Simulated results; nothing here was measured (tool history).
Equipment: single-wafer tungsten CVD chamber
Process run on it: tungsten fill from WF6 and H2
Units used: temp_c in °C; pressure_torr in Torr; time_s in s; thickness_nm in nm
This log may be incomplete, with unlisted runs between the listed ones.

Run 1, hour 0: temp_c 400 °C, pressure_torr 48.7 Torr, time_s 24.4 s. Result: thickness_nm 78.287 nm.
Run 2, hour 3.2: temp_c 400 °C, pressure_torr 53.1 Torr, time_s 24.4 s. Result: thickness_nm 81.534 nm.
Run 3, hour 5.7: temp_c 396 °C, pressure_torr 52.8 Torr, time_s 24.4 s. Result: thickness_nm 76.619 nm.
Run 4, hour 6.7: temp_c 396 °C, pressure_torr 52.8 Torr, time_s 23.2 s. Result: thickness_nm 72.714 nm.
Run 5, hour 9.6: temp_c 393 °C, pressure_torr 52.6 Torr, time_s 23.2 s. Result: thickness_nm 69.567 nm.
Run 6, hour 17.8: temp_c 391 °C, pressure_torr 52.4 Torr, time_s 23.2 s. Result: thickness_nm 66.499 nm.
Run 7, hour 19.5: temp_c 389 °C, pressure_torr 52.3 Torr, time_s 23.2 s. Result: thickness_nm 64.878 nm.
Run 8, hour 21.5: temp_c 387 °C, pressure_torr 52.2 Torr, time_s 23.2 s. Result: thickness_nm 62.216 nm.
Run 9, hour 22.4: temp_c 387 °C, pressure_torr 52.2 Torr, time_s 23.2 s. Result: thickness_nm 62.473 nm.

Forecast run 10:
Run 10, hour 25.8: temp_c 386 °C, pressure_torr 52.1 Torr, time_s 23.2 s. Result: thickness_nm ?.

Logged for run 10: thickness_nm 61.182 nm.
